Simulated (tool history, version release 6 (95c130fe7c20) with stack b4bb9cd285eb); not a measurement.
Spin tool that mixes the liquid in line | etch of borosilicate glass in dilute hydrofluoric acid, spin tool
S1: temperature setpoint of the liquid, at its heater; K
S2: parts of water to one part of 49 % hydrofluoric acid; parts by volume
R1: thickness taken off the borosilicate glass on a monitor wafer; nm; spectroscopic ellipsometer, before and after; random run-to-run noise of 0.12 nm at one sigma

run 1 hour=0.0 | S1=296.15 S2=180 time_under_the_liquid_(s)=290 | R1=28.430
run 2 hour=6.7 | S1=296.15 S2=180 time_under_the_liquid_(s)=290 | R1=28.289
run 3 hour=9.1 | S1=295.65 S2=180 time_under_the_liquid_(s)=290 | R1=27.644
run 4 hour=13.1 | S1=295.65 S2=125 time_under_the_liquid_(s)=290 | R1=42.224
run 5 hour=21.0 | S1=295.15 S2=135 time_under_the_liquid_(s)=290 | R1=37.911
run 6 hour=21.6 | S1=295.15 S2=135 time_under_the_liquid_(s)=290 | R1=38.373
run 7 hour=24.0 | S1=294.65 S2=140 time_under_the_liquid_(s)=290 | R1=35.720
run 8 hour=31.0 | S1=294.15 S2=145 time_under_the_liquid_(s)=290 | R1=33.899
run 9 hour=36.5 | S1=293.65 S2=150 time_under_the_liquid_(s)=290 | R1=31.877
-- hour=41.0 hydrofluoric acid flow meter replaced
run 10 hour=41.0 | S1=293.15 S2=155 time_under_the_liquid_(s)=290 | R1=26.952
run 11 hour=42.4 | S1=292.65 S2=155 time_under_the_liquid_(s)=290 | R1=26.823
run 12 hour=48.8 | S1=292.15 S2=155 time_under_the_liquid_(s)=290 | R1=26.164
run 13 hour=54.9 | S1=291.15 S2=165 time_under_the_liquid_(s)=290 | R1=23.240
run 14 hour=63.6 | S1=290.65 S2=170 time_under_the_liquid_(s)=290 | R1=22.038

What does the tool deliver on the next run?
run 15 hour=69.7 | S1=290.15 S2=175 time_under_the_liquid_(s)=290 | R1=?

Run 15 produced R1 21.014 nm.
